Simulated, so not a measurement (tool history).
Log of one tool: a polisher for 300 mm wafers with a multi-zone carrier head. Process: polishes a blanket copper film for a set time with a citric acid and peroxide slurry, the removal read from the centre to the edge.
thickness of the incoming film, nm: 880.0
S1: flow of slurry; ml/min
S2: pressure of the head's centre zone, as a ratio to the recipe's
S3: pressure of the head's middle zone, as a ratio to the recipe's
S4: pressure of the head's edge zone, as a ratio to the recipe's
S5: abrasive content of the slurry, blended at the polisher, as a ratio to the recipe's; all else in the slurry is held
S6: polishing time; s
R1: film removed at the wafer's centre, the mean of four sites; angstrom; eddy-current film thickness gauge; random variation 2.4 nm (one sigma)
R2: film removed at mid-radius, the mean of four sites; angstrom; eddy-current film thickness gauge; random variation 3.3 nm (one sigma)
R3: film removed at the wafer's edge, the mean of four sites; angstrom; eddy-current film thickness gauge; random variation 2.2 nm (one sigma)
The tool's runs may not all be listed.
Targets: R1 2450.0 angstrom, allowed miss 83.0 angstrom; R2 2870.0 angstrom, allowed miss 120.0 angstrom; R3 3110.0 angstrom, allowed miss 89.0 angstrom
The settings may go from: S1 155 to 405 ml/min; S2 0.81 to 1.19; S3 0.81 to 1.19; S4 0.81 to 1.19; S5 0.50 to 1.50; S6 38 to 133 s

run 1 hour=0.0 | S1=260 S2=1.00 S3=1.00 S4=1.00 S5=1.00 S6=85 | R1=2086.8 R2=2114.3 R3=2132.4
run 2 hour=6.1 | S1=260 S2=0.97 S3=1.00 S4=1.05 S5=1.15 S6=89 | R1=2119.7 R2=2262.5 R3=2352.0
run 3 hour=14.3 | S1=260 S2=0.97 S3=0.95 S4=1.05 S5=1.15 S6=89 | R1=2154.1 R2=2195.1 R3=2365.5
run 4 hour=22.0 | S1=230 S2=0.97 S3=0.95 S4=1.05 S5=1.15 S6=89 | R1=2143.2 R2=2183.2 R3=2365.9
run 5 hour=27.9 | S1=230 S2=1.02 S3=0.95 S4=1.05 S5=1.15 S6=89 | R1=2249.3 R2=2144.1 R3=2319.7
run 6 hour=29.1 | S1=230 S2=1.07 S3=0.95 S4=1.05 S5=1.15 S6=89 | R1=2367.9 R2=2159.8 R3=2341.6
run 7 hour=30.1 | S1=235 S2=1.03 S3=0.97 S4=1.09 S5=1.25 S6=92 | R1=2401.8 R2=2288.6 R3=2468.5
run 8 hour=35.4 | S1=240 S2=0.98 S3=0.98 S4=1.11 S5=1.30 S6=96 | R1=2433.9 R2=2461.1 R3=2634.6
run 9 hour=38.3 | S1=245 S2=0.94 S3=0.98 S4=1.13 S5=1.35 S6=98 | R1=2386.9 R2=2562.8 R3=2756.7
run 10 hour=42.9 | S1=250 S2=0.92 S3=0.98 S4=1.15 S5=1.40 S6=100 | R1=2408.1 R2=2581.6 R3=2887.1

4 next moves are on the table. One of them brings every result within its allowed miss. Which?
run A hour=47.5 | S1=260 S2=0.88 S3=1.03 S4=1.17 S5=1.50 S6=111 | R1=? R2=? R3=?
run B hour=47.5 | S1=250 S2=0.91 S3=1.06 S4=0.95 S5=1.35 S6=113 | R1=? R2=? R3=?
run C hour=47.5 | S1=185 S2=0.89 S3=1.01 S4=1.17 S5=1.50 S6=109 | R1=? R2=? R3=?
run D hour=47.5 | S1=260 S2=0.85 S3=0.96 S4=1.19 S5=1.35 S6=112 | R1=? R2=? R3=?

move=A R1=2564.2 R2=3027.8 R3=3245.5
move=B R1=2637.2 R2=3080.7 R3=2912.2
move=C R1=2455.7 R2=2833.4 R3=3111.0
move=D R1=2447.9 R2=2834.5 R3=3241.5
A: takes the result that was furthest off past its target
B: nearer than the last run, and not there yet
C: meets every target
D: takes the result that was furthest off past its target
The right move is C.
